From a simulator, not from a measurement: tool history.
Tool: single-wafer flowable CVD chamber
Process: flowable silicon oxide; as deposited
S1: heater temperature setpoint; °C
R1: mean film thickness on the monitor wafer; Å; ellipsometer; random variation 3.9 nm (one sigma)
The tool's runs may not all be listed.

{"run": 1, "hour": 0.0, "S1": 95, "chamber pressure (mTorr)": 957, "RF power (W)": 1840, "deposition time (s)": 484, "R1": 4562.9}
{"run": 2, "hour": 4.2, "S1": 95, "chamber pressure (mTorr)": 957, "RF power (W)": 1695, "deposition time (s)": 484, "R1": 4398.2}
{"run": 3, "hour": 10.9, "S1": 95, "chamber pressure (mTorr)": 957, "RF power (W)": 1600, "deposition time (s)": 484, "R1": 4275.5}
{"run": 4, "hour": 17.1, "S1": 95, "chamber pressure (mTorr)": 1091, "RF power (W)": 1600, "deposition time (s)": 484, "R1": 4930.3}
{"run": 5, "hour": 24.3, "S1": 92, "chamber pressure (mTorr)": 1092, "RF power (W)": 1600, "deposition time (s)": 484, "R1": 5370.8}
{"run": 6, "hour": 25.9, "S1": 102, "chamber pressure (mTorr)": 1092, "RF power (W)": 1600, "deposition time (s)": 484, "R1": 3878.8}
{"run": 7, "hour": 34.9, "S1": 97, "chamber pressure (mTorr)": 1094, "RF power (W)": 1600, "deposition time (s)": 484, "R1": 4619.0}
{"run": 8, "hour": 41.0, "S1": 93, "chamber pressure (mTorr)": 1095, "RF power (W)": 1600, "deposition time (s)": 484, "R1": 5193.7}
{"run": 9, "hour": 49.3, "S1": 90, "chamber pressure (mTorr)": 1096, "RF power (W)": 1600, "deposition time (s)": 484, "R1": 5756.8}
{"run": 10, "hour": 54.0, "S1": 88, "chamber pressure (mTorr)": 1097, "RF power (W)": 1600, "deposition time (s)": 484, "R1": 6090.4}

Forecast run 11:
{"run": 11, "hour": 56.5, "S1": 87, "chamber pressure (mTorr)": 1098, "RF power (W)": 1600, "deposition time (s)": 484, "R1": "?"}

Run 11 gave R1 6295.1 Å.
